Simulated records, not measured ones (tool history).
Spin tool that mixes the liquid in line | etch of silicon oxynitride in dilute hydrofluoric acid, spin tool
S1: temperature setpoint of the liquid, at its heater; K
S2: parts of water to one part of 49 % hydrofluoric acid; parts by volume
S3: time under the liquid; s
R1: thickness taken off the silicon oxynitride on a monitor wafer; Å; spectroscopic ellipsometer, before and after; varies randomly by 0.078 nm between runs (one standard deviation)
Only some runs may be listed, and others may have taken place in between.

{"run": 1, "day": 0.0, "S1": 296.15, "S2": 85, "S3": 175, "R1": 65.504}
{"run": 2, "day": 0.05, "S1": 296.15, "S2": 70, "S3": 175, "R1": 79.287}
{"run": 3, "day": 0.371, "S1": 296.15, "S2": 70, "S3": 190, "R1": 87.098}
{"run": 4, "day": 0.704, "S1": 296.65, "S2": 70, "S3": 190, "R1": 89.25}
{"run": 5, "day": 0.879, "S1": 296.65, "S2": 85, "S3": 190, "R1": 72.871}
{"run": 6, "day": 1.196, "S1": 293.15, "S2": 85, "S3": 190, "R1": 61.543}
{"run": 7, "day": 1.446, "S1": 297.15, "S2": 80, "S3": 190, "R1": 79.419}
{"day": 1.567, "done": "thermometer replaced"}
{"run": 8, "day": 1.567, "S1": 298.15, "S2": 80, "S3": 190, "R1": 92.146}

What will run 9 give?
{"run": 9, "day": 1.888, "S1": 298.65, "S2": 80, "S3": 190, "R1": "?"}

R1: 93.400 Å

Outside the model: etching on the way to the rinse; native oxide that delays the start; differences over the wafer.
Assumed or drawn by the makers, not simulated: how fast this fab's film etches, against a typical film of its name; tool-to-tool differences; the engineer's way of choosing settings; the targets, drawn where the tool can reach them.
